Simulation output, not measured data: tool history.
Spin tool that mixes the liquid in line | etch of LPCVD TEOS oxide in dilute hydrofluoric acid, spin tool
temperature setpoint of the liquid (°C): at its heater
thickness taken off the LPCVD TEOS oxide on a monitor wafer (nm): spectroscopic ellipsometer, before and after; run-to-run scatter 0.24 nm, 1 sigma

| run | hour | temperature setpoint of the liquid (°C) | parts of water to one part of 49 % hydrofluoric acid (parts by volume) | time under the liquid (s) | thickness taken off the LPCVD TEOS oxide on a monitor wafer (nm) |
|---|---|---|---|---|---|
| 1 | 0.0 | 26.0 | 225 | 180 | 45.277 |
| 2 | 7.5 | 27.0 | 225 | 180 | 47.248 |
| 3 | 15.2 | 27.0 | 155 | 180 | 73.680 |
| 4 | 18.4 | 26.0 | 155 | 180 | 71.551 |
| 5 | 22.3 | 25.0 | 155 | 180 | 69.736 |
| 6 | 24.2 | 24.0 | 155 | 180 | 66.458 |
| 7 | 31.3 | 23.5 | 155 | 180 | 65.251 |
| 8 | 34.5 | 23.0 | 155 | 180 | 64.177 |
| 9 | 41.9 | 22.5 | 155 | 180 | 62.568 |
| 10 | 50.7 | 22.0 | 155 | 180 | 61.624 |
| 11 | 56.6 | 22.0 | 155 | 180 | 61.713 |

Run 12 comes next. What will it give?
| 12 | 65.3 | 21.5 | 155 | 180 | ? |

thickness taken off the LPCVD TEOS oxide on a monitor wafer (nm): 60.526
